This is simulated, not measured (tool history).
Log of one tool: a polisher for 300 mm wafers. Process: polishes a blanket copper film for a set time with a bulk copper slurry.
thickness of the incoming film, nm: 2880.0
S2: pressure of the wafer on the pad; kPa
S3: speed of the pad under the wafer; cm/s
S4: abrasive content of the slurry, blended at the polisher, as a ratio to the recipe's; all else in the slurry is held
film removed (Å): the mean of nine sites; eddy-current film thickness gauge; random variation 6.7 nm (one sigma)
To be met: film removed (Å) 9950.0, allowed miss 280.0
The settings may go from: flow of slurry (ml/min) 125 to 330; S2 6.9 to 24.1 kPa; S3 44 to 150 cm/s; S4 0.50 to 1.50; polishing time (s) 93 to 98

run 1 day=0.000 | flow_of_slurry_(ml/min)=210 S2=15.2 S3=96 S4=1.00 polishing_time_(s)=93 | film_removed_(Å)=6605.7
run 2 day=0.233 | flow_of_slurry_(ml/min)=215 S2=16.5 S3=96 S4=1.00 polishing_time_(s)=93 | film_removed_(Å)=7158.7
run 3 day=0.258 | flow_of_slurry_(ml/min)=220 S2=17.9 S3=96 S4=1.00 polishing_time_(s)=93 | film_removed_(Å)=7839.5
run 4 day=0.625 | flow_of_slurry_(ml/min)=220 S2=16.5 S3=96 S4=1.00 polishing_time_(s)=93 | film_removed_(Å)=7139.5
run 5 day=0.825 | flow_of_slurry_(ml/min)=220 S2=16.5 S3=96 S4=1.00 polishing_time_(s)=93 | film_removed_(Å)=7186.6
run 6 day=1.071 | flow_of_slurry_(ml/min)=220 S2=13.8 S3=96 S4=1.00 polishing_time_(s)=93 | film_removed_(Å)=5993.4
run 7 day=1.292 | flow_of_slurry_(ml/min)=220 S2=15.9 S3=96 S4=1.00 polishing_time_(s)=93 | film_removed_(Å)=6886.3
run 8 day=1.358 | flow_of_slurry_(ml/min)=220 S2=17.2 S3=96 S4=1.00 polishing_time_(s)=93 | film_removed_(Å)=7433.3
run 9 day=1.646 | flow_of_slurry_(ml/min)=220 S2=18.6 S3=96 S4=1.00 polishing_time_(s)=93 | film_removed_(Å)=8061.4
run 10 day=1.821 | flow_of_slurry_(ml/min)=220 S2=19.3 S3=96 S4=1.00 polishing_time_(s)=93 | film_removed_(Å)=8294.4
run 11 day=2.096 | flow_of_slurry_(ml/min)=220 S2=19.3 S3=96 S4=1.00 polishing_time_(s)=93 | film_removed_(Å)=8297.3
run 12 day=2.183 | flow_of_slurry_(ml/min)=220 S2=20.0 S3=96 S4=1.00 polishing_time_(s)=93 | film_removed_(Å)=8686.4
run 13 day=2.471 | flow_of_slurry_(ml/min)=220 S2=20.7 S3=96 S4=1.00 polishing_time_(s)=93 | film_removed_(Å)=8839.0
run 14 day=2.746 | flow_of_slurry_(ml/min)=225 S2=21.4 S3=96 S4=1.00 polishing_time_(s)=93 | film_removed_(Å)=9291.4
run 15 day=2.875 | flow_of_slurry_(ml/min)=225 S2=22.1 S3=96 S4=1.00 polishing_time_(s)=93 | film_removed_(Å)=9561.3

5 next moves are on the table. One of them brings every result within its allowed miss. Which?
run A day=3.004 | flow_of_slurry_(ml/min)=155 S2=23.4 S3=104 S4=0.80 polishing_time_(s)=98 | film_removed_(Å)=?
run B day=3.004 | flow_of_slurry_(ml/min)=275 S2=20.0 S3=114 S4=1.05 polishing_time_(s)=93 | film_removed_(Å)=?
run C day=3.004 | flow_of_slurry_(ml/min)=145 S2=24.1 S3=102 S4=0.90 polishing_time_(s)=98 | film_removed_(Å)=?
run D day=3.004 | flow_of_slurry_(ml/min)=265 S2=21.4 S3=100 S4=1.05 polishing_time_(s)=95 | film_removed_(Å)=?
run E day=3.004 | flow_of_slurry_(ml/min)=240 S2=22.1 S3=106 S4=0.90 polishing_time_(s)=94 | film_removed_(Å)=?

move=A film_removed_(Å)=10322.0
move=B film_removed_(Å)=10526.0
move=C film_removed_(Å)=10525.0
move=D film_removed_(Å)=10064.0
move=E film_removed_(Å)=10414.0
A: takes the result that was furthest off past its target
B: takes the result that was furthest off past its target
C: takes the result that was furthest off past its target
D: meets every target
E: takes the result that was furthest off past its target
Move D is the one to make.
